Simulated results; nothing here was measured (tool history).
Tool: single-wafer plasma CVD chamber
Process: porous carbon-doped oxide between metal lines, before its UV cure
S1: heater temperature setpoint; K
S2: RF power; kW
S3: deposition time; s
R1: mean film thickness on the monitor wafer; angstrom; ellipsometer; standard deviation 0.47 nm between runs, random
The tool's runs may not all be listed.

{"run": 1, "hour": 0.0, "S1": 573.15, "S2": 0.455, "S3": 29.8, "R1": 1526.1}
{"run": 2, "hour": 3.2, "S1": 573.15, "S2": 0.455, "S3": 28.4, "R1": 1455.6}
{"run": 3, "hour": 8.0, "S1": 573.15, "S2": 0.455, "S3": 28.4, "R1": 1448.6}
{"run": 4, "hour": 11.8, "S1": 569.15, "S2": 0.46, "S3": 28.4, "R1": 1495.2}
{"run": 5, "hour": 13.8, "S1": 569.15, "S2": 0.46, "S3": 28.4, "R1": 1498.8}
{"run": 6, "hour": 20.5, "S1": 569.15, "S2": 0.46, "S3": 28.4, "R1": 1499.3}
{"hour": 25.6, "done": "RF generator calibrated"}
{"run": 7, "hour": 25.6, "S1": 566.15, "S2": 0.465, "S3": 28.4, "R1": 1609.8}
{"run": 8, "hour": 26.7, "S1": 565.15, "S2": 0.465, "S3": 28.4, "R1": 1620.8}

Run 9, settings as shown, results not yet in. Your forecast:
{"run": 9, "hour": 34.4, "S1": 564.15, "S2": 0.465, "S3": 28.4, "R1": "?"}

R1: 1612.7 angstrom

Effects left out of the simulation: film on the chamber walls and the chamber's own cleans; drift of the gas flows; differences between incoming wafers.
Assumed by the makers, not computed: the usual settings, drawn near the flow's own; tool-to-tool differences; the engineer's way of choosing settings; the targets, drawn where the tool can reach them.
